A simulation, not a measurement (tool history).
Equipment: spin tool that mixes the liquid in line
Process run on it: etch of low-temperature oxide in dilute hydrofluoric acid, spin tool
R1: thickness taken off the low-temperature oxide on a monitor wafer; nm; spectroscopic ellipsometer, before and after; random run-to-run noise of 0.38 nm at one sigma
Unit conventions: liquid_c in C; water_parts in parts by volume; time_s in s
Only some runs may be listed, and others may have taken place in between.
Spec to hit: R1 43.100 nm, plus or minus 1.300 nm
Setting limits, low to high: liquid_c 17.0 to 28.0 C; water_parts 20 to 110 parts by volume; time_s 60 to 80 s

Run 1, hour 0.0: liquid_c 20.0 C, water_parts 60 parts by volume, time_s 80 s. Result: R1 15.149 nm.
Run 2, hour 8.9: liquid_c 18.5 C, water_parts 60 parts by volume, time_s 80 s. Result: R1 14.320 nm.
Run 3, hour 11.2: liquid_c 21.0 C, water_parts 50 parts by volume, time_s 80 s. Result: R1 19.355 nm.
Run 4, hour 15.5: liquid_c 21.0 C, water_parts 50 parts by volume, time_s 80 s. Result: R1 19.679 nm.
Run 5, hour 22.1: liquid_c 22.5 C, water_parts 45 parts by volume, time_s 80 s. Result: R1 23.124 nm.
Run 6, hour 26.5: liquid_c 24.5 C, water_parts 45 parts by volume, time_s 80 s. Result: R1 25.064 nm.
Run 7, hour 27.3: liquid_c 25.5 C, water_parts 40 parts by volume, time_s 80 s. Result: R1 29.392 nm.
Run 8, hour 33.8: liquid_c 25.5 C, water_parts 40 parts by volume, time_s 80 s. Result: R1 29.883 nm.
Run 9, hour 39.9: liquid_c 25.5 C, water_parts 40 parts by volume, time_s 80 s. Result: R1 28.923 nm.
Run 10, hour 40.4: liquid_c 26.0 C, water_parts 35 parts by volume, time_s 80 s. Result: R1 35.000 nm.
Run 11, hour 45.6: liquid_c 26.0 C, water_parts 35 parts by volume, time_s 80 s. Result: R1 35.035 nm.
Run 12, hour 46.9: liquid_c 26.5 C, water_parts 35 parts by volume, time_s 80 s. Result: R1 35.130 nm.
Run 13, hour 48.2: liquid_c 27.0 C, water_parts 35 parts by volume, time_s 80 s. Result: R1 36.241 nm.

Exercise: of the 4 proposed moves below, exactly one satisfies all targets within the stated allowed misses. Which move is it?
Run A, hour 49.5: liquid_c 26.5 C, water_parts 25 parts by volume, time_s 65 s. Result: R1 ?.
Run B, hour 49.5: liquid_c 27.5 C, water_parts 45 parts by volume, time_s 80 s. Result: R1 ?.
Run C, hour 49.5: liquid_c 28.0 C, water_parts 45 parts by volume, time_s 80 s. Result: R1 ?.
Run D, hour 49.5: liquid_c 28.0 C, water_parts 25 parts by volume, time_s 65 s. Result: R1 ?.

move      R1
   A  41.319
   B  28.536
   C  29.107
   D  43.913
A: nearer than the last run, and not there yet
B: the biggest miss grows against the last run
C: the biggest miss grows against the last run
D: in spec on every target
The move that meets every target is D.

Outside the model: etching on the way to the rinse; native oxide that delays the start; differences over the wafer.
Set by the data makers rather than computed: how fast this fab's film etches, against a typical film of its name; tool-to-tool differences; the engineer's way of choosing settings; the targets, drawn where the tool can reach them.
